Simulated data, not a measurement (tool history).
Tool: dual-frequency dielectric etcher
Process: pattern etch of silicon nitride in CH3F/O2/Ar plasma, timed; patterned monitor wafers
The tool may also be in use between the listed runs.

| run | hour | source power (W) | bias power (W) | etch time (s) | mean etch depth across the wafer (Å) |
|---|---|---|---|---|---|
| 1 | 0 | 400 | 68 | 28.5 | 186.49 |
| 2 | 3.5 | 470 | 68 | 28.5 | 199.15 |
| 3 | 7.7 | 520 | 68 | 28.5 | 206.43 |
| 4 | 9.5 | 490 | 67 | 28.5 | 201.2 |
| 5 | 12.2 | 490 | 75 | 28.5 | 208.58 |
| 6 | 15.9 | 490 | 64 | 28.5 | 194.38 |
| 7 | 24.6 | 490 | 64 | 28.5 | 194.5 |
| 8 | 30.2 | 470 | 63 | 28.5 | 191.66 |
| 9 | 38.3 | 470 | 63 | 28.5 | 193.04 |
| 10 | 46.9 | 450 | 62 | 28.5 | 186.95 |
| 11 | 55.2 | 430 | 61 | 28.5 | 184.63 |
| 12 | 57.9 | 410 | 60 | 28.5 | 179.41 |

What does the tool deliver on the next run?
| 13 | 65.2 | 400 | 60 | 28.5 | ? |

Run 13 came out at mean etch depth across the wafer (Å) 176.47.
